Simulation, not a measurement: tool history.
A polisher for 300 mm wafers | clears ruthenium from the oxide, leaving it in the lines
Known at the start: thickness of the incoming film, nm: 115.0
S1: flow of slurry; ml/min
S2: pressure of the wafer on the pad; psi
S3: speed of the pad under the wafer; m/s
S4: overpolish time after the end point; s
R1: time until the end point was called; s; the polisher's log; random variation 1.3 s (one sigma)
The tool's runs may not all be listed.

run 1 hour=0.0 | S1=290 S2=1.9 S3=1.04 S4=47 | R1=127.68
run 2 hour=0.8 | S1=265 S2=1.9 S3=1.04 S4=47 | R1=130.25
run 3 hour=7.9 | S1=265 S2=1.5 S3=1.04 S4=47 | R1=166.53
run 4 hour=9.5 | S1=265 S2=1.8 S3=1.06 S4=47 | R1=138.88
run 5 hour=10.8 | S1=265 S2=1.8 S3=0.84 S4=47 | R1=172.47
run 6 hour=19.6 | S1=275 S2=2.1 S3=0.86 S4=47 | R1=141.55

Forecast run 7:
run 7 hour=23.6 | S1=275 S2=2.7 S3=0.90 S4=47 | R1=?

Run 7 gave R1 111.23 s.
